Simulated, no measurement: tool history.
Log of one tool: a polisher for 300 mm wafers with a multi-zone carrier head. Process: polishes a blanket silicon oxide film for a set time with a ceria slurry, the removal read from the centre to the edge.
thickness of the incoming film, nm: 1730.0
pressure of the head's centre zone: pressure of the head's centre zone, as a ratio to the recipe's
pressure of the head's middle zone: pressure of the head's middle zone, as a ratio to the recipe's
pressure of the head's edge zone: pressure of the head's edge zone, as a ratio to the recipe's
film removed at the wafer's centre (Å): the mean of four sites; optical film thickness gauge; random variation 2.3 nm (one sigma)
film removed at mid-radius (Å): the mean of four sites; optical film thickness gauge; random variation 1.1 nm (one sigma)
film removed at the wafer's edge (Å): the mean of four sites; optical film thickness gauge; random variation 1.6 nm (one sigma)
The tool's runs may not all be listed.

| run | hour | flow of slurry (ml/min) | pressure of the head's centre zone | pressure of the head's middle zone | pressure of the head's edge zone | polishing time (s) | film removed at the wafer's centre (Å) | film removed at mid-radius (Å) | film removed at the wafer's edge (Å) |
|---|---|---|---|---|---|---|---|---|---|
| 1 | 0.0 | 305 | 1.00 | 1.00 | 1.00 | 66 | 2848.5 | 2782.4 | 2781.6 |
| 2 | 3.7 | 295 | 0.97 | 0.95 | 0.96 | 57 | 2342.7 | 2322.9 | 2390.7 |
| 3 | 5.9 | 240 | 0.97 | 0.95 | 0.96 | 57 | 2301.5 | 2275.8 | 2312.0 |
| 4 | 7.3 | 230 | 0.96 | 0.91 | 0.94 | 51 | 2033.3 | 1959.1 | 2046.6 |
| 5 | 9.3 | 230 | 0.96 | 0.91 | 0.94 | 58 | 2271.5 | 2217.4 | 2291.1 |
| 6 | 17.3 | 230 | 0.96 | 0.91 | 1.00 | 58 | 2317.6 | 2239.8 | 2406.5 |
| 7 | 22.8 | 225 | 0.95 | 0.88 | 0.97 | 52 | 2065.9 | 1956.5 | 2091.6 |

The next listed run, before its measurement:
| 8 | 26.4 | 205 | 0.87 | 0.81 | 0.93 | 40 | ? | ? | ? |

film removed at the wafer's centre (Å): 1415.3
film removed at mid-radius (Å): 1412.7
film removed at the wafer's edge (Å): 1585.8

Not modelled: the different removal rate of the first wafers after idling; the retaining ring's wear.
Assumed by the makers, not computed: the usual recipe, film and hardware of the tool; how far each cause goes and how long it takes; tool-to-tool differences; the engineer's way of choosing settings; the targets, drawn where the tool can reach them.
